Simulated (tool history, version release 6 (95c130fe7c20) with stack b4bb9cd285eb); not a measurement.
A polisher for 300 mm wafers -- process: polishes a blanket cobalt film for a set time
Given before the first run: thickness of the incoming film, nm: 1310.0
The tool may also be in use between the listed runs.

run  hour  flow of slurry (ml/min)  pressure of the wafer on the pad (kPa)  speed of the pad under the wafer (m/s)  polishing time (s)  film removed (Å)
  1   0.0                      205                                     8.3                                    1.16                  50            1774.8
  2   6.7                      205                                     8.3                                    0.98                  50            1518.2
  3   8.0                      205                                     9.7                                    0.98                  50            1699.6
  4  14.1                      205                                     9.7                                    0.98                  50            1699.6
  5  18.5                      210                                     9.7                                    0.98                  50            1712.2
  6  20.9                      215                                     9.7                                    0.98                  50            1732.4
     25.6  -- worn pad replaced by a new one
  7  25.6                      250                                     9.7                                    0.98                  50            1954.2
  8  32.0                      245                                     9.7                                    0.98                  50            1961.6
  9  34.8                      240                                     9.7                                    0.98                  50            2002.2

For run 10, what comes out?
 10  41.9                      235                                     9.7                                    0.98                  50                 ?

Logged for run 10: film removed (Å) 1959.1.

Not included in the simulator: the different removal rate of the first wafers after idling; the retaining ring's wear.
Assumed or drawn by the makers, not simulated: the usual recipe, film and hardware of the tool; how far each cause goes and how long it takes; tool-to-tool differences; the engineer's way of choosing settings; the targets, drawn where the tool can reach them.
